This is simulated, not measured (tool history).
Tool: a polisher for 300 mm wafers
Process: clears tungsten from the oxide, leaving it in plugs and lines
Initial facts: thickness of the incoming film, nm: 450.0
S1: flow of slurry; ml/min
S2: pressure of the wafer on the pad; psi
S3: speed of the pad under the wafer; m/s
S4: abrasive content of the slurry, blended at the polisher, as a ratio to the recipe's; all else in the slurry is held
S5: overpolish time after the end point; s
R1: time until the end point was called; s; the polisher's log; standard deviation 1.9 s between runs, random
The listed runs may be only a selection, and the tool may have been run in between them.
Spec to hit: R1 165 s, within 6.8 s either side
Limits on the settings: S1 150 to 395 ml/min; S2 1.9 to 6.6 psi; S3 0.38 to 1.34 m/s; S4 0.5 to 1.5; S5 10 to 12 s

{"run": 1, "hour": 0.0, "S1": 250, "S2": 4.2, "S3": 0.86, "S4": 1, "S5": 12, "R1": 94.744}
{"run": 2, "hour": 6.3, "S1": 250, "S2": 4.2, "S3": 0.86, "S4": 1, "S5": 10, "R1": 96.392}
{"run": 3, "hour": 12.9, "S1": 250, "S2": 3.5, "S3": 0.86, "S4": 1, "S5": 10, "R1": 112.94}
{"run": 4, "hour": 21.6, "S1": 250, "S2": 3.5, "S3": 0.86, "S4": 1, "S5": 10, "R1": 114}
{"run": 5, "hour": 23.0, "S1": 250, "S2": 3.2, "S3": 0.86, "S4": 1, "S5": 10, "R1": 127.6}
{"run": 6, "hour": 25.2, "S1": 250, "S2": 3.1, "S3": 0.86, "S4": 1, "S5": 10, "R1": 129.13}
{"run": 7, "hour": 31.7, "S1": 250, "S2": 2.9, "S3": 0.86, "S4": 1, "S5": 10, "R1": 137.67}
{"run": 8, "hour": 36.9, "S1": 250, "S2": 2.8, "S3": 0.86, "S4": 1, "S5": 10, "R1": 143.43}
{"run": 9, "hour": 45.6, "S1": 250, "S2": 2.7, "S3": 0.86, "S4": 1, "S5": 10, "R1": 146.38}
{"run": 10, "hour": 50.2, "S1": 250, "S2": 2.6, "S3": 0.86, "S4": 1, "S5": 10, "R1": 153.44}

Below are 5 possible settings for the next run. Only one of them brings all results inside the allowed miss of their targets. Which is it?
{"run": "A", "hour": 54.8, "S1": 215, "S2": 2.1, "S3": 0.86, "S4": 1.15, "S5": 10, "R1": "?"}
{"run": "B", "hour": 54.8, "S1": 360, "S2": 2.4, "S3": 0.84, "S4": 1, "S5": 10, "R1": "?"}
{"run": "C", "hour": 54.8, "S1": 255, "S2": 2.4, "S3": 0.74, "S4": 1.1, "S5": 12, "R1": "?"}
{"run": "D", "hour": 54.8, "S1": 305, "S2": 2, "S3": 0.86, "S4": 1.1, "S5": 11, "R1": "?"}
{"run": "E", "hour": 54.8, "S1": 255, "S2": 2.9, "S3": 0.68, "S4": 0.8, "S5": 10, "R1": "?"}

move=A R1=186.37
move=B R1=166.73
move=C R1=189.12
move=D R1=191.43
move=E R1=185.02
A: takes the biggest miss from the last run beyond its target
B: hits every target within its allowed miss
C: takes the biggest miss from the last run beyond its target
D: takes the biggest miss from the last run beyond its target
E: takes the biggest miss from the last run beyond its target
The right move is B.
